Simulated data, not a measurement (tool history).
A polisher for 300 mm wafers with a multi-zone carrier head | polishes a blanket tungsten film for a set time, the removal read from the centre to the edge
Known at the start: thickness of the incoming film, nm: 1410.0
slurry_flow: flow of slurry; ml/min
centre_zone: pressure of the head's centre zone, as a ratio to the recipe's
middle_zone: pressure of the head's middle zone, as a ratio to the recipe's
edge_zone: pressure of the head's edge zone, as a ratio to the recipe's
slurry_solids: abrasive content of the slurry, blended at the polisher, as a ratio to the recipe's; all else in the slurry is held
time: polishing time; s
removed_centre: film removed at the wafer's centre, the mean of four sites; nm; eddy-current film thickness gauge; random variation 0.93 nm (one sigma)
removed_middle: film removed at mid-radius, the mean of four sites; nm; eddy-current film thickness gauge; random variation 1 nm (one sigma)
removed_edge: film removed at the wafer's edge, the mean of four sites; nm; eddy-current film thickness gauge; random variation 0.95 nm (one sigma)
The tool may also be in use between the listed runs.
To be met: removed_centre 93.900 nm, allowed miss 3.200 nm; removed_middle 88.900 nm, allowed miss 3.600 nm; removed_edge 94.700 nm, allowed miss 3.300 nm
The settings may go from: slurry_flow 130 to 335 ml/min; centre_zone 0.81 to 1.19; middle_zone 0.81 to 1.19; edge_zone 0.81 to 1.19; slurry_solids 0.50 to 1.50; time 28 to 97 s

{"run": 1, "hour": 0.0, "slurry_flow": 215, "centre_zone": 1.0, "middle_zone": 1.0, "edge_zone": 1.0, "slurry_solids": 1.0, "time": 62, "removed_centre": 174.19, "removed_middle": 174.28, "removed_edge": 184.28}
{"run": 2, "hour": 2.4, "slurry_flow": 215, "centre_zone": 1.0, "middle_zone": 0.99, "edge_zone": 0.98, "slurry_solids": 0.9, "time": 57, "removed_centre": 156.56, "removed_middle": 153.48, "removed_edge": 161.86}
{"run": 3, "hour": 8.0, "slurry_flow": 170, "centre_zone": 1.0, "middle_zone": 0.99, "edge_zone": 0.98, "slurry_solids": 0.9, "time": 57, "removed_centre": 150.6, "removed_middle": 146.68, "removed_edge": 155.89}
{"run": 4, "hour": 11.4, "slurry_flow": 170, "centre_zone": 1.0, "middle_zone": 0.99, "edge_zone": 1.06, "slurry_solids": 0.9, "time": 57, "removed_centre": 151.79, "removed_middle": 145.36, "removed_edge": 164.09}
{"hour": 20.3, "done": "edge zone pressure recalibrated"}
{"run": 5, "hour": 20.3, "slurry_flow": 200, "centre_zone": 1.0, "middle_zone": 0.99, "edge_zone": 1.06, "slurry_solids": 0.9, "time": 57, "removed_centre": 152.03, "removed_middle": 148.12, "removed_edge": 155.2}
{"run": 6, "hour": 24.2, "slurry_flow": 200, "centre_zone": 1.0, "middle_zone": 1.05, "edge_zone": 1.06, "slurry_solids": 0.9, "time": 57, "removed_centre": 151.98, "removed_middle": 161.1, "removed_edge": 161.02}
{"run": 7, "hour": 28.9, "slurry_flow": 210, "centre_zone": 0.99, "middle_zone": 1.03, "edge_zone": 1.07, "slurry_solids": 0.85, "time": 53, "removed_centre": 139.92, "removed_middle": 147.27, "removed_edge": 147.55}
{"run": 8, "hour": 34.5, "slurry_flow": 215, "centre_zone": 0.98, "middle_zone": 1.0, "edge_zone": 1.07, "slurry_solids": 0.8, "time": 50, "removed_centre": 130.01, "removed_middle": 132.35, "removed_edge": 134.28}

4 next moves are on the table. One of them brings every result within its allowed miss. Which?
{"run": "A", "hour": 40.1, "slurry_flow": 220, "centre_zone": 1.02, "middle_zone": 0.96, "edge_zone": 1.07, "slurry_solids": 0.85, "time": 34, "removed_centre": "?", "removed_middle": "?", "removed_edge": "?"}
{"run": "B", "hour": 40.1, "slurry_flow": 200, "centre_zone": 0.93, "middle_zone": 1.03, "edge_zone": 1.03, "slurry_solids": 0.75, "time": 45, "removed_centre": "?", "removed_middle": "?", "removed_edge": "?"}
{"run": "C", "hour": 40.1, "slurry_flow": 290, "centre_zone": 1.05, "middle_zone": 1.1, "edge_zone": 1.05, "slurry_solids": 0.5, "time": 43, "removed_centre": "?", "removed_middle": "?", "removed_edge": "?"}
{"run": "D", "hour": 40.1, "slurry_flow": 195, "centre_zone": 1.16, "middle_zone": 1.03, "edge_zone": 1.08, "slurry_solids": 0.6, "time": 33, "removed_centre": "?", "removed_middle": "?", "removed_edge": "?"}

move=A removed_centre=91.338 removed_middle=88.164 removed_edge=93.809
move=B removed_centre=106.910 removed_middle=116.900 removed_edge=115.300
move=C removed_centre=100.050 removed_middle=105.700 removed_edge=98.272
move=D removed_centre=83.904 removed_middle=78.488 removed_edge=79.414
A: meets every target
B: nearer than the last run, and not there yet
C: nearer than the last run, and not there yet
D: takes the result that was furthest off past its target
Answer: A
